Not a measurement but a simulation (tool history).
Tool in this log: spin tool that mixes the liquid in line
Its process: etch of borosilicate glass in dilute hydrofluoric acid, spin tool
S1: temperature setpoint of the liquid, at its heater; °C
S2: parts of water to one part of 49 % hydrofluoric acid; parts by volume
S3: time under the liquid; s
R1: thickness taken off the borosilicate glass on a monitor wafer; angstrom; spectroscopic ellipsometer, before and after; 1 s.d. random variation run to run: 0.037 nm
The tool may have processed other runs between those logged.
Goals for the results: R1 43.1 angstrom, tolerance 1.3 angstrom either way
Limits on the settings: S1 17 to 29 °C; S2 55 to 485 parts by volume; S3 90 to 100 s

run  hour    S1   S2  S3      R1
  1     0    21  270  90  66.953
  2     1    19  270  90  62.129
  3   3.1  18.5  285  90  57.804
  4   9.6    18  300  90  52.554
  5  17.4    18  310  90  50.187
  6  21.7  19.5  310  90  53.069
  7  25.6    19  315  90   51.55
  8  29.1  18.5  320  90  50.054
  9  32.3    18  325  90  47.396
 10  36.5    18  330  90  46.971
 11  39.1    18  335  90  45.849

Consider the 4 candidate settings below. Which is the only one whose results all fall within their allowed miss of target?
  A  41.7    17  365   90   ?
  B  41.7    19  380   90   ?
  C  41.7    21  355   90   ?
  D  41.7  22.5  430  100   ?

move      R1
   A  39.635
   B  40.428
   C  47.429
   D  42.921
A: takes the biggest miss from the last run beyond its target
B: takes the biggest miss from the last run beyond its target
C: moves away from the targets compared with the last run
D: meets every target
So the answer is move D, the one that meets all the targets.
